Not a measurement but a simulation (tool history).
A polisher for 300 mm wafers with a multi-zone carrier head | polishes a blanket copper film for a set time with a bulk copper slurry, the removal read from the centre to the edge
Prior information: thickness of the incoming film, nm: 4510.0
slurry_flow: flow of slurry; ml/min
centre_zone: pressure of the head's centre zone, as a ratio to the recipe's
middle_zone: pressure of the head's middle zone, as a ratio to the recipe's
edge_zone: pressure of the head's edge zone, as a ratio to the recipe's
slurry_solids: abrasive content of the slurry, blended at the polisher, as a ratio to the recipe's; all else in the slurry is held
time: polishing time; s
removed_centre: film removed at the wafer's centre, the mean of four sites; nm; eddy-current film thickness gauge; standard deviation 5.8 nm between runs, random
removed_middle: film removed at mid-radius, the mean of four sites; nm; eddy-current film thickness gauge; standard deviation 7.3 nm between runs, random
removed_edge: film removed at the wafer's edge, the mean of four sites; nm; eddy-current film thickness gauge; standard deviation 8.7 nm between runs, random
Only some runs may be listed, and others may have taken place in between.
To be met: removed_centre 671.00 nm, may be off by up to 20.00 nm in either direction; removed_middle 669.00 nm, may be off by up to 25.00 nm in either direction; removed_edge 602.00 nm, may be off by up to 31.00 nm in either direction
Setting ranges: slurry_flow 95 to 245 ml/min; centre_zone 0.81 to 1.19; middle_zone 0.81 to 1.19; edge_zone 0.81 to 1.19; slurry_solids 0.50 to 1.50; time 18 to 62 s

| run | hour | slurry_flow | centre_zone | middle_zone | edge_zone | slurry_solids | time | removed_centre | removed_middle | removed_edge |
|---|---|---|---|---|---|---|---|---|---|---|
| 1 | 0.0 | 155 | 1.00 | 1.00 | 1.00 | 1.00 | 40 | 458.68 | 453.74 | 450.32 |
| 2 | 6.7 | 165 | 1.02 | 1.02 | 1.02 | 1.10 | 41 | 493.46 | 484.45 | 471.35 |
| 3 | 13.8 | 135 | 1.02 | 1.02 | 1.02 | 1.10 | 41 | 473.92 | 459.41 | 464.08 |
| 4 | 18.5 | 135 | 1.02 | 1.02 | 1.02 | 0.95 | 41 | 458.60 | 446.44 | 450.54 |
| 5 | 26.0 | 135 | 1.02 | 1.02 | 0.97 | 0.95 | 41 | 454.91 | 449.15 | 433.18 |
| 6 | 30.7 | 135 | 1.08 | 1.02 | 0.97 | 0.95 | 41 | 470.88 | 438.58 | 431.16 |
| 7 | 38.2 | 145 | 1.08 | 1.04 | 0.99 | 1.05 | 42 | 512.18 | 473.21 | 483.38 |
| 8 | 38.9 | 160 | 1.08 | 1.06 | 0.97 | 1.10 | 42 | 527.68 | 508.72 | 484.16 |
| 9 | 42.4 | 170 | 1.09 | 1.08 | 0.98 | 1.15 | 42 | 540.24 | 534.99 | 483.92 |
| 10 | 48.9 | 175 | 1.10 | 1.09 | 1.00 | 1.20 | 42 | 558.56 | 539.54 | 503.54 |
| 11 | 54.9 | 175 | 1.10 | 1.09 | 1.00 | 1.20 | 42 | 566.30 | 550.47 | 499.42 |
| 12 | 55.6 | 175 | 1.10 | 1.10 | 1.02 | 1.25 | 42 | 568.68 | 549.76 | 531.00 |
| 13 | 61.8 | 185 | 1.11 | 1.11 | 1.03 | 1.25 | 42 | 578.55 | 567.39 | 529.12 |

Of the 4 settings listed for the next run, only one would bring every result within its allowed miss of target. Which one?
| A | 68.0 | 130 | 1.15 | 1.01 | 1.19 | 1.25 | 54 | ? | ? | ? |
| B | 68.0 | 160 | 1.12 | 1.02 | 1.01 | 1.35 | 49 | ? | ? | ? |
| C | 68.0 | 95 | 1.17 | 1.08 | 1.18 | 1.30 | 45 | ? | ? | ? |
| D | 68.0 | 195 | 1.11 | 1.14 | 1.02 | 1.30 | 48 | ? | ? | ? |

| move | removed_centre | removed_middle | removed_edge |
|---|---|---|---|
| A | 701.68 | 610.79 | 693.79 |
| B | 672.69 | 598.66 | 612.43 |
| C | 538.42 | 496.39 | 546.05 |
| D | 673.23 | 659.46 | 610.15 |
A: the result that was furthest off in the last run now lies on the other side of its target
B: meets the target for the result that was furthest off, but another lies outside its allowed miss
C: moves away from the targets compared with the last run
D: in spec on every target
D is the move that brings every result within its allowed miss.
